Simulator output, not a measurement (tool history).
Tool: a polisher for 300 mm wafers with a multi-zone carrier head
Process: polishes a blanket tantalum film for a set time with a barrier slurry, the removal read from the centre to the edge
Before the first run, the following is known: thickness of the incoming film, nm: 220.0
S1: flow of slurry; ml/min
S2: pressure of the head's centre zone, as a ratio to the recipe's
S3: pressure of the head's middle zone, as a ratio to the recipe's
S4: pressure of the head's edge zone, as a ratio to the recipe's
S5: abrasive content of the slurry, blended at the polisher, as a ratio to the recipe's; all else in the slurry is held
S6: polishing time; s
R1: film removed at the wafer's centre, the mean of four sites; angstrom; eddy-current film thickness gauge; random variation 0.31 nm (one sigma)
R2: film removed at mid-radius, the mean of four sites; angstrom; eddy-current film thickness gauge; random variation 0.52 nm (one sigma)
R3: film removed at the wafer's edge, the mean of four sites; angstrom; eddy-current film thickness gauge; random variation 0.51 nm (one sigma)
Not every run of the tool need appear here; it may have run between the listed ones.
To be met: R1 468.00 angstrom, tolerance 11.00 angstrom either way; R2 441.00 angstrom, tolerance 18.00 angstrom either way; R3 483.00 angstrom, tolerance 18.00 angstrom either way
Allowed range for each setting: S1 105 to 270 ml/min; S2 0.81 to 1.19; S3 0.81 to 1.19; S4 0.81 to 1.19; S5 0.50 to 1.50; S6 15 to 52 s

run  hour   S1    S2    S3    S4    S5  S6      R1      R2      R3
  1   0.0  175  1.00  1.00  1.00  1.00  33  607.99  599.98  625.55
  2   3.2  175  1.00  1.00  1.00  0.90  33  579.17  576.87  584.61
  3  10.3  165  0.98  0.96  0.97  0.85  33  556.57  529.10  549.82
  4  13.5  165  0.98  1.04  0.97  0.85  33  549.63  560.39  559.37
  5  20.0  155  0.96  1.00  0.96  0.85  33  534.79  534.84  556.74
  6  27.9  155  0.96  1.00  0.96  0.75  33  494.85  504.91  513.03
  7  36.0  145  0.96  0.98  0.96  0.75  33  489.93  494.91  504.96
  8  43.4  140  0.96  0.95  0.96  0.75  33  482.61  470.59  505.66
  9  51.3  135  0.96  0.94  0.95  0.75  33  484.66  459.49  497.81
 10  59.3  135  0.96  0.94  0.95  0.75  33  476.80  464.89  491.52

4 candidate next runs follow, results not yet known. Just one meets every target within its allowed miss. Identify it.
  A  67.3  115  0.90  0.96  0.92  0.55  46   ?   ?   ?
  B  67.3  160  0.94  0.83  0.97  0.70  35   ?   ?   ?
  C  67.3  195  1.00  0.87  0.87  0.80  29   ?   ?   ?
  D  67.3  130  0.97  0.92  0.95  0.85  30   ?   ?   ?

move      R1      R2      R3
   A  461.87  483.93  504.45
   B  492.67  437.09  517.50
   C  486.89  423.81  454.89
   D  467.56  441.54  480.49
A: further off than the last run
B: brings the result that was furthest off to its target, and leaves another outside
C: brings the result that was furthest off to its target, and leaves another outside
D: all results land within tolerance of their targets
Go with D: it meets all targets.
